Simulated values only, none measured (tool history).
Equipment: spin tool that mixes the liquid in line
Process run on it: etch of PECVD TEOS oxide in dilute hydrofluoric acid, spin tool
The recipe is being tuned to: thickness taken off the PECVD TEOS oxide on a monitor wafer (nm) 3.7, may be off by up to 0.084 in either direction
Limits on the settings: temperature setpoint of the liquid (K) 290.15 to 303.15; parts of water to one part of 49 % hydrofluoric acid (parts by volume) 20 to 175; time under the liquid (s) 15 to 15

run	hour	temperature setpoint of the liquid (K)	parts of water to one part of 49 % hydrofluoric acid (parts by volume)	time under the liquid (s)	thickness taken off the PECVD TEOS oxide on a monitor wafer (nm)
1	0	295.15	95	15	3.1797
2	2.6	296.15	95	15	3.3354
3	9.6	296.65	95	15	3.4044
4	15.6	297.65	95	15	3.5183
5	22.3	294.65	95	15	3.1087
6	29.5	294.65	70	15	4.3706
7	30.2	293.65	70	15	4.2443
8	38.3	293.15	70	15	4.1157

Which single option among these 4 for the next run brings every result within its allowed miss of target? Just one does.
A	46.4	292.65	60	15	?
B	46.4	295.65	85	15	?
C	46.4	293.65	75	15	?
D	46.4	290.15	65	15	?

move	thickness taken off the PECVD TEOS oxide on a monitor wafer (nm)
A	4.7635
B	3.696
C	3.9047
D	3.9294
A: the biggest miss grows against the last run
B: in spec on every target
C: gains on the last run, yet a result remains outside its allowed miss
D: gains on the last run, yet a result remains outside its allowed miss
Correct choice: B, which meets every target

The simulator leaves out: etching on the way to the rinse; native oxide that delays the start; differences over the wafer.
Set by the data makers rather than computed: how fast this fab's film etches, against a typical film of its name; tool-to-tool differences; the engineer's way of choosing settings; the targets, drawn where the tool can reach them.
